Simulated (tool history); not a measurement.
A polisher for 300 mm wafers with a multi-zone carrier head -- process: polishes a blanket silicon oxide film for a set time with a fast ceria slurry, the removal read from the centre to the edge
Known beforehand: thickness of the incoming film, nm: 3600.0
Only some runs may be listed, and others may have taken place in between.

run  hour  flow of slurry (ml/min)  pressure of the head's centre zone  pressure of the head's middle zone  pressure of the head's edge zone  polishing time (s)  film removed at the wafer's centre (Å)  film removed at mid-radius (Å)  film removed at the wafer's edge (Å)
  1   0.0                      125                                1.00                                1.00                              1.00                  64                                   14682                           14626                                 14989
  2   4.4                      125                                1.04                                1.00                              1.00                  64                                   14968                           14386                                 14762
  3   7.4                      135                                1.06                                0.99                              1.03                  69                                   16776                           16106                                 16314
  4  12.8                      135                                1.06                                0.99                              1.03                  62                                   15059                           14187                                 14727
  5  17.7                      135                                1.06                                1.06                              1.03                  62                                   14875                           15277                                 14784
  6  21.6                      135                                1.06                                1.06                              1.03                  71                                   17148                           17363                                 16887
  7  26.3                      140                                1.07                                1.03                              1.06                  74                                   17929                           17954                                 18043

What does the tool deliver on the next run?
  8  32.1                      145                                1.09                                1.01                              1.08                  77                                       ?                               ?                                     ?

{"run 8": {"film removed at the wafer's centre (Å)": 19412, "film removed at mid-radius (Å)": 18409, "film removed at the wafer's edge (Å)": 18847}}

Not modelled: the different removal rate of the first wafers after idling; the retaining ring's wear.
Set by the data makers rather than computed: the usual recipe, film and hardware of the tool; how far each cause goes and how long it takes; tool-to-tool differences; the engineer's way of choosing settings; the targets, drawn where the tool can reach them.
